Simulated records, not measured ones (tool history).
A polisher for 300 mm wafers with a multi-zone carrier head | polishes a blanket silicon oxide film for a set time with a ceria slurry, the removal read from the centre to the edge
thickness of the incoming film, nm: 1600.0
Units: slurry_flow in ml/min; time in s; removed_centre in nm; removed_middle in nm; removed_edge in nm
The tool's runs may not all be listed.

Run 1, hour 0.0: slurry_flow 125 ml/min, centre_zone 1.00, middle_zone 1.00, edge_zone 1.00, time 46 s. Result: removed_centre 104.360 nm, removed_middle 107.170 nm, removed_edge 103.060 nm.
Run 2, hour 8.3: slurry_flow 120 ml/min, centre_zone 1.00, middle_zone 0.98, edge_zone 0.99, time 43 s. Result: removed_centre 97.421 nm, removed_middle 97.547 nm, removed_edge 97.425 nm.
Run 3, hour 13.5: slurry_flow 120 ml/min, centre_zone 1.00, middle_zone 0.98, edge_zone 1.05, time 43 s. Result: removed_centre 95.656 nm, removed_middle 98.397 nm, removed_edge 98.188 nm.
Run 4, hour 17.1: slurry_flow 115 ml/min, centre_zone 1.01, middle_zone 0.97, edge_zone 1.03, time 40 s. Result: removed_centre 90.005 nm, removed_middle 91.775 nm, removed_edge 91.347 nm.
Run 5, hour 19.9: slurry_flow 115 ml/min, centre_zone 1.01, middle_zone 0.97, edge_zone 1.07, time 40 s. Result: removed_centre 90.001 nm, removed_middle 90.577 nm, removed_edge 93.159 nm.
Run 6, hour 23.6: slurry_flow 110 ml/min, centre_zone 1.02, middle_zone 0.95, edge_zone 1.05, time 38 s. Result: removed_centre 86.840 nm, removed_middle 84.208 nm, removed_edge 86.512 nm.
Run 7, hour 30.3: slurry_flow 75 ml/min, centre_zone 1.01, middle_zone 0.85, edge_zone 0.96, time 25 s. Result: removed_centre 51.632 nm, removed_middle 48.489 nm, removed_edge 52.953 nm.
Run 8, hour 38.1: slurry_flow 80 ml/min, centre_zone 1.02, middle_zone 0.85, edge_zone 0.96, time 25 s. Result: removed_centre 52.577 nm, removed_middle 49.103 nm, removed_edge 53.675 nm.
Run 9, hour 44.9: slurry_flow 85 ml/min, centre_zone 1.03, middle_zone 0.85, edge_zone 0.96, time 25 s. Result: removed_centre 54.504 nm, removed_middle 49.808 nm, removed_edge 54.213 nm.
Run 10, hour 50.4: slurry_flow 90 ml/min, centre_zone 1.03, middle_zone 0.85, edge_zone 0.96, time 25 s. Result: removed_centre 54.423 nm, removed_middle 49.597 nm, removed_edge 52.940 nm.
Run 11, hour 59.0: slurry_flow 95 ml/min, centre_zone 1.04, middle_zone 0.85, edge_zone 0.98, time 25 s. Result: removed_centre 56.029 nm, removed_middle 51.201 nm, removed_edge 53.831 nm.
Run 12, hour 63.1: slurry_flow 95 ml/min, centre_zone 1.05, middle_zone 0.85, edge_zone 1.00, time 25 s. Result: removed_centre 55.954 nm, removed_middle 50.674 nm, removed_edge 54.138 nm.
Run 13, hour 70.4: slurry_flow 95 ml/min, centre_zone 1.05, middle_zone 0.85, edge_zone 1.00, time 25 s. Result: removed_centre 56.648 nm, removed_middle 50.920 nm, removed_edge 54.673 nm.
Run 14, hour 73.7: slurry_flow 95 ml/min, centre_zone 1.06, middle_zone 0.85, edge_zone 1.01, time 25 s. Result: removed_centre 57.203 nm, removed_middle 50.949 nm, removed_edge 55.249 nm.
Run 15, hour 79.2: slurry_flow 95 ml/min, centre_zone 1.06, middle_zone 0.85, edge_zone 1.02, time 25 s. Result: removed_centre 56.300 nm, removed_middle 51.321 nm, removed_edge 54.094 nm.
Run 16, hour 85.4: slurry_flow 95 ml/min, centre_zone 1.06, middle_zone 0.84, edge_zone 1.02, time 25 s. Result: removed_centre 56.123 nm, removed_middle 50.611 nm, removed_edge 54.969 nm.

Run 17 comes next. What will it give?
Run 17, hour 93.4: slurry_flow 95 ml/min, centre_zone 1.07, middle_zone 0.84, edge_zone 1.03, time 25 s. Result: removed_centre ?, removed_middle ?, removed_edge ?.

removed_centre: 57.010 nm
removed_middle: 51.183 nm
removed_edge: 55.670 nm

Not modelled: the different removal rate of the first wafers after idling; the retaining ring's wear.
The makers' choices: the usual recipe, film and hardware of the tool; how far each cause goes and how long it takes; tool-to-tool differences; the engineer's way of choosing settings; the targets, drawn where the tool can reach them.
